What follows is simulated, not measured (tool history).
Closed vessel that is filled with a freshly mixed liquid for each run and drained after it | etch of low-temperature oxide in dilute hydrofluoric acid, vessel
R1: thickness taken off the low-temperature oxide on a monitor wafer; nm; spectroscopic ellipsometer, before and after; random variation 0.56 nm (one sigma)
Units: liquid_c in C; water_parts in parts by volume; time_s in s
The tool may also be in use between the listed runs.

Run 1, hour 0: liquid_c 26 C, water_parts 160 parts by volume, time_s 410 s. Result: R1 57.895 nm.
Run 2, hour 1.3: liquid_c 26 C, water_parts 115 parts by volume, time_s 410 s. Result: R1 84.861 nm.
Run 3, hour 4.6: liquid_c 28 C, water_parts 115 parts by volume, time_s 410 s. Result: R1 91.287 nm.
Run 4, hour 13.9: liquid_c 28 C, water_parts 140 parts by volume, time_s 410 s. Result: R1 72.879 nm.
Run 5, hour 21.1: liquid_c 29.5 C, water_parts 130 parts by volume, time_s 410 s. Result: R1 83.658 nm.
Run 6, hour 25.2: liquid_c 29.5 C, water_parts 170 parts by volume, time_s 410 s. Result: R1 61.371 nm.
Run 7, hour 30.8: liquid_c 31 C, water_parts 155 parts by volume, time_s 410 s. Result: R1 71.637 nm.
Run 8, hour 34.4: liquid_c 32 C, water_parts 140 parts by volume, time_s 410 s. Result: R1 84.679 nm.

The next listed run, before its measurement:
Run 9, hour 38.1: liquid_c 34 C, water_parts 115 parts by volume, time_s 410 s. Result: R1 ?.

Run 9 gave R1 113.87 nm.
